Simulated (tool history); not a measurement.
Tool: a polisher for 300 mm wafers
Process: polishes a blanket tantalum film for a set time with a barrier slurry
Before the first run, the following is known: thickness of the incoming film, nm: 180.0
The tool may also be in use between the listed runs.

run	day	flow of slurry (ml/min)	pressure of the wafer on the pad (psi)	speed of the pad under the wafer (m/s)	abrasive content of the slurry	polishing time (s)	film removed (angstrom)
1	0.000	145	1.6	0.90	1.0	71	921.85
2	0.221	145	1.6	0.90	1.0	71	915.36
3	0.483	145	1.3	0.90	1.0	71	809.94
4	0.758	150	1.5	0.90	1.0	71	892.76
5	1.071	150	1.5	0.90	1.2	71	939.28
6	1.212	155	1.6	0.90	1.2	71	982.51
7	1.538	155	1.6	0.90	1.2	71	976.43
8	1.862	155	1.7	0.90	1.2	71	1003.80

Run 9 has not been measured yet. What should we expect?
9	1.946	155	1.8	0.90	1.2	71	?

{"run 9": {"film removed (angstrom)": 1020.2}}
